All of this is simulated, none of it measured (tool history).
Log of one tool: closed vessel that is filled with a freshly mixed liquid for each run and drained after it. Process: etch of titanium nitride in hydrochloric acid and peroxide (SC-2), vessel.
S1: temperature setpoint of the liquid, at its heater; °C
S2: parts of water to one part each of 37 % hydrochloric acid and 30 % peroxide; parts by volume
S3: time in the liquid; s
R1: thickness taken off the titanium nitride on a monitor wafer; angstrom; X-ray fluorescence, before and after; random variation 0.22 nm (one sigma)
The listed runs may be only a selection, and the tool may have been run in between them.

run 1 hour=0.0 | S1=62.0 S2=11.5 S3=165 | R1=130.64
run 2 hour=3.4 | S1=62.0 S2=13.5 S3=165 | R1=114.41
run 3 hour=10.6 | S1=62.0 S2=13.5 S3=180 | R1=125.29
run 4 hour=15.9 | S1=64.5 S2=13.5 S3=180 | R1=146.81
run 5 hour=18.9 | S1=66.5 S2=13.5 S3=180 | R1=165.92
run 6 hour=26.3 | S1=68.0 S2=13.5 S3=180 | R1=182.37
run 7 hour=35.6 | S1=69.0 S2=13.5 S3=180 | R1=190.71
run 8 hour=43.4 | S1=69.5 S2=13.5 S3=180 | R1=196.00
run 9 hour=52.3 | S1=70.0 S2=13.5 S3=180 | R1=201.62
run 10 hour=54.6 | S1=70.5 S2=13.5 S3=180 | R1=210.78

Run 11 is up next; what results do you expect?
run 11 hour=60.4 | S1=71.0 S2=13.5 S3=180 | R1=?

R1: 212.94 angstrom

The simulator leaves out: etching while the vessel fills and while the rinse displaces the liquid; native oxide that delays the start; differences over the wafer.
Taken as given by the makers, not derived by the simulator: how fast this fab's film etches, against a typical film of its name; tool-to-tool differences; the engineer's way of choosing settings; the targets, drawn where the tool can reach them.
